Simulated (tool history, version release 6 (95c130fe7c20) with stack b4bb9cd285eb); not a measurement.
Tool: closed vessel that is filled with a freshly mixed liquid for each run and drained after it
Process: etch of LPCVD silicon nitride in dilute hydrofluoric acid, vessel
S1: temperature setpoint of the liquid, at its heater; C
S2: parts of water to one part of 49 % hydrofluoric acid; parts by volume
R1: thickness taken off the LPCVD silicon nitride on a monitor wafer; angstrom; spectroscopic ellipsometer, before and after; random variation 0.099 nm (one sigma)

{"run": 1, "hour": 0.0, "S1": 20.0, "S2": 55, "time in the liquid (s)": 765, "R1": 51.709}
{"run": 2, "hour": 6.5, "S1": 22.0, "S2": 55, "time in the liquid (s)": 765, "R1": 59.678}
{"run": 3, "hour": 15.4, "S1": 24.0, "S2": 50, "time in the liquid (s)": 765, "R1": 74.371}
{"run": 4, "hour": 19.2, "S1": 25.5, "S2": 50, "time in the liquid (s)": 765, "R1": 82.972}
{"run": 5, "hour": 24.2, "S1": 26.5, "S2": 50, "time in the liquid (s)": 765, "R1": 87.966}
{"run": 6, "hour": 33.9, "S1": 26.5, "S2": 50, "time in the liquid (s)": 765, "R1": 87.61}

Run 7 comes next. What will it give?
{"run": 7, "hour": 40.7, "S1": 26.5, "S2": 50, "time in the liquid (s)": 765, "R1": "?"}

Run 7 gave R1 88.102 angstrom.

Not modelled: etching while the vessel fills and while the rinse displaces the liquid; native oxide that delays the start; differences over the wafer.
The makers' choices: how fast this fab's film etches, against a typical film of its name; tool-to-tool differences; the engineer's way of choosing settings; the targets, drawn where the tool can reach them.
